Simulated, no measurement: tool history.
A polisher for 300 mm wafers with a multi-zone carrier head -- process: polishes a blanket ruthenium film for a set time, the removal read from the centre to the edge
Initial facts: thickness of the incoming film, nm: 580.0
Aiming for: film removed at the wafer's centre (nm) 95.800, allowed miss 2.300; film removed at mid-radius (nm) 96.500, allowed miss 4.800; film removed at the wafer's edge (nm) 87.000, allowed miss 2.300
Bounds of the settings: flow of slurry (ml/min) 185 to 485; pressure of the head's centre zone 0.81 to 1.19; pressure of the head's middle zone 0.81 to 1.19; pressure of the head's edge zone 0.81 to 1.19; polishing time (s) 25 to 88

run	day	flow of slurry (ml/min)	pressure of the head's centre zone	pressure of the head's middle zone	pressure of the head's edge zone	polishing time (s)	film removed at the wafer's centre (nm)	film removed at mid-radius (nm)	film removed at the wafer's edge (nm)
1	0.000	310	1.00	1.00	1.00	56	76.296	75.476	77.580
2	0.138	310	1.00	1.00	1.00	46	63.156	64.633	64.609
3	0.225	310	1.00	1.00	1.00	60	83.026	80.765	83.358
4	0.354	310	1.00	1.03	1.00	60	82.140	85.209	83.653
5	0.579	245	1.00	1.03	1.00	60	79.964	83.125	81.629
6	0.746	245	1.00	1.03	0.94	60	80.620	82.684	80.258
# day 1.088: edge zone pressure recalibrated
7	1.088	270	1.02	1.05	0.95	60	84.084	83.783	78.987
8	1.438	290	1.03	1.07	0.97	61	86.422	88.541	81.242
9	1.554	305	1.04	1.08	0.99	62	88.807	89.961	84.159
10	1.667	320	1.05	1.09	1.00	62	89.664	90.513	83.531
11	1.796	330	1.06	1.10	1.01	62	90.484	90.625	85.261

Which single option among these 4 for the next run brings every result within its allowed miss of target? Just one does.
A	1.925	260	1.09	1.13	1.03	65	?	?	?
B	1.925	335	1.01	1.14	0.99	62	?	?	?
C	1.925	375	1.03	1.17	0.91	66	?	?	?
D	1.925	295	1.04	1.19	0.92	67	?	?	?

move	film removed at the wafer's centre (nm)	film removed at mid-radius (nm)	film removed at the wafer's edge (nm)
A	94.959	98.629	87.768
B	86.139	97.127	84.038
C	94.479	106.690	87.465
D	94.712	107.690	87.721
A: every result within its allowed miss
B: its largest miss is bigger than the last run's
C: brings the last run's worst result on target, with another outside its allowed miss
D: brings the last run's worst result on target, with another outside its allowed miss
So the answer is move A, the one that meets all the targets.
